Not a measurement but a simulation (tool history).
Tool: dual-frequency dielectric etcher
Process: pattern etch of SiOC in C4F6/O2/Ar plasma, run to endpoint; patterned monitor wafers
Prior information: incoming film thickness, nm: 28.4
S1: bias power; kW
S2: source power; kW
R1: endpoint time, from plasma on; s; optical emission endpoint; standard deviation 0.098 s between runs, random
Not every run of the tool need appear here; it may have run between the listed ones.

Run 1, hour 0: S1 0.369 kW, S2 0.41 kW. Result: R1 9.8724 s.
Run 2, hour 6.7: S1 0.396 kW, S2 0.41 kW. Result: R1 9.866 s.
Run 3, hour 11.9: S1 0.396 kW, S2 0.35 kW. Result: R1 10.286 s.
Run 4, hour 19.9: S1 0.396 kW, S2 0.3 kW. Result: R1 11.06 s.
Run 5, hour 28.2: S1 0.456 kW, S2 0.3 kW. Result: R1 10.43 s.
Run 6, hour 30.7: S1 0.456 kW, S2 0.34 kW. Result: R1 10.055 s.
Run 7, hour 34.3: S1 0.423 kW, S2 0.32 kW. Result: R1 10.437 s.
Run 8, hour 37.2: S1 0.397 kW, S2 0.3 kW. Result: R1 11.08 s.
Run 9, hour 44.4: S1 0.397 kW, S2 0.3 kW. Result: R1 10.899 s.
Run 10, hour 49.7: S1 0.381 kW, S2 0.29 kW. Result: R1 11.114 s.
Run 11, hour 57.6: S1 0.37 kW, S2 0.28 kW. Result: R1 11.417 s.

Expected results for the next run?
Run 12, hour 62.1: S1 0.365 kW, S2 0.28 kW. Result: R1 ?.

Run 12 came out at R1 11.295 s.
